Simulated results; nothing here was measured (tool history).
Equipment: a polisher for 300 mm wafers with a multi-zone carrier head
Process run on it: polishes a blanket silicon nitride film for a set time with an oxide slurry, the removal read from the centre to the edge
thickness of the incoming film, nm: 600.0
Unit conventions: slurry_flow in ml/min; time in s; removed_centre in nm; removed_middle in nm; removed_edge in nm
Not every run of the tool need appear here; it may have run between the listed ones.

| run | day | slurry_flow | centre_zone | middle_zone | edge_zone | slurry_solids | time | removed_centre | removed_middle | removed_edge |
|---|---|---|---|---|---|---|---|---|---|---|
| 1 | 0.000 | 140 | 1.00 | 1.00 | 1.00 | 1.00 | 73 | 77.509 | 79.774 | 78.809 |
| 2 | 0.175 | 140 | 1.05 | 1.00 | 1.00 | 1.00 | 73 | 80.733 | 78.703 | 78.950 |
| 3 | 0.379 | 140 | 1.05 | 0.94 | 1.00 | 1.00 | 73 | 80.477 | 74.799 | 79.682 |
| 4 | 0.538 | 140 | 1.05 | 0.94 | 1.00 | 0.85 | 73 | 76.437 | 71.584 | 76.210 |
| 5 | 0.833 | 140 | 1.00 | 0.94 | 1.00 | 0.85 | 73 | 72.759 | 70.925 | 75.019 |
| 6 | 1.171 | 150 | 1.03 | 0.95 | 1.02 | 0.95 | 73 | 78.994 | 74.796 | 79.293 |
| 7 | 1.229 | 155 | 1.05 | 0.96 | 1.04 | 1.05 | 74 | 85.308 | 80.711 | 83.496 |
| 8 | 1.475 | 155 | 1.06 | 0.96 | 1.05 | 1.15 | 76 | 91.262 | 81.723 | 89.259 |
| 9 | 1.825 | 195 | 1.14 | 1.06 | 1.11 | 1.40 | 78 | 110.540 | 100.430 | 102.060 |
| 10 | 1.917 | 195 | 1.14 | 1.06 | 1.12 | 1.40 | 78 | 109.910 | 102.870 | 103.520 |

What will run 11 give?
| 11 | 2.171 | 195 | 1.15 | 1.06 | 1.13 | 1.40 | 78 | ? | ? | ? |

removed_centre: 111.180 nm
removed_middle: 102.530 nm
removed_edge: 102.450 nm

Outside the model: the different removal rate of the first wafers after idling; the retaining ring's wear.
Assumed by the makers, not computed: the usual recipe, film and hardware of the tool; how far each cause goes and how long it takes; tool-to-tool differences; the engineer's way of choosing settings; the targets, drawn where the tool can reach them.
